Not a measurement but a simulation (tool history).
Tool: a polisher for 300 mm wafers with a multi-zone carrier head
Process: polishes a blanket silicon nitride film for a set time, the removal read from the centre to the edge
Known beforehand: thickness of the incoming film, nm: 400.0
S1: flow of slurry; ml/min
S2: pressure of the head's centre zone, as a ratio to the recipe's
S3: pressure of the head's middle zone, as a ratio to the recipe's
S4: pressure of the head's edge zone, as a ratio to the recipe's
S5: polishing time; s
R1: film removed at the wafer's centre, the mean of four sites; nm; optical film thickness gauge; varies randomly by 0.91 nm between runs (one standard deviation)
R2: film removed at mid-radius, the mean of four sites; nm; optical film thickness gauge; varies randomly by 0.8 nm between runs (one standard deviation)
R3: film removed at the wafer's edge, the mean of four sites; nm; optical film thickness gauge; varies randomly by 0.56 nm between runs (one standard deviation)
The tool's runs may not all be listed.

run	hour	S1	S2	S3	S4	S5	R1	R2	R3
1	0.0	255	1.00	1.00	1.00	37	52.543	51.238	52.431
2	4.4	255	1.00	1.00	1.00	34	47.587	48.706	49.327
3	10.6	260	1.02	1.02	1.01	35	49.714	49.895	50.140
4	18.3	265	1.04	1.04	1.00	36	51.305	52.289	51.525
5	24.9	265	1.01	1.04	1.00	36	51.097	51.355	51.951
6	31.2	265	1.01	1.04	1.00	40	56.951	58.109	57.346
# hour 32.3: slurry nozzle cleaned
7	32.3	270	1.03	1.05	0.99	41	62.305	62.243	59.515

For run 8, what comes out?
8	33.1	275	1.04	1.05	0.99	41	?	?	?

R1: 61.169 nm
R2: 61.697 nm
R3: 60.637 nm
